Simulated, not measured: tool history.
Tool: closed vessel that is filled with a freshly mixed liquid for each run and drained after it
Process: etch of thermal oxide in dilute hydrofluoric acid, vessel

| run | hour | temperature setpoint of the liquid (°C) | parts of water to one part of 49 % hydrofluoric acid (parts by volume) | time in the liquid (s) | thickness taken off the thermal oxide on a monitor wafer (nm) |
|---|---|---|---|---|---|
| 1 | 0 | 20 | 65 | 515 | 29.017 |
| 2 | 6.8 | 22.5 | 65 | 515 | 32.185 |
| 3 | 13.6 | 21 | 65 | 515 | 30.654 |
| 4 | 18.6 | 21 | 65 | 555 | 32.578 |
| 5 | 27 | 21 | 65 | 515 | 30.011 |
| 6 | 35.9 | 21 | 65 | 555 | 32.377 |
| 7 | 42.6 | 20 | 65 | 555 | 30.767 |
| 8 | 50.9 | 19.5 | 65 | 555 | 30.357 |
| 9 | 58.8 | 19 | 65 | 555 | 30.043 |

Run 10 is up next; what results do you expect?
| 10 | 63.1 | 18.5 | 65 | 555 | ? |

Run 10 yielded thickness taken off the thermal oxide on a monitor wafer (nm) 29.468.
